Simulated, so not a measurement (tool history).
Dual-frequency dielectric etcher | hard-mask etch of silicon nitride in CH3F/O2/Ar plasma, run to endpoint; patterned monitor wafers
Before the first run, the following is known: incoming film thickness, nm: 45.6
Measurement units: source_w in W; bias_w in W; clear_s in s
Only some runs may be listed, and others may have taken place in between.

run 1 hour=0 | source_w=550 bias_w=72 | clear_s=53.031
run 2 hour=8.8 | source_w=550 bias_w=84 | clear_s=49.947
run 3 hour=10.5 | source_w=600 bias_w=87 | clear_s=47.179
run 4 hour=11.2 | source_w=640 bias_w=88 | clear_s=45.714
run 5 hour=17.7 | source_w=540 bias_w=88 | clear_s=50.205
run 6 hour=18.7 | source_w=590 bias_w=89 | clear_s=47.619
run 7 hour=23.6 | source_w=630 bias_w=90 | clear_s=45.802

For run 8, what comes out?
run 8 hour=29.7 | source_w=660 bias_w=91 | clear_s=?

Logged for run 8: clear_s 44.157 s.
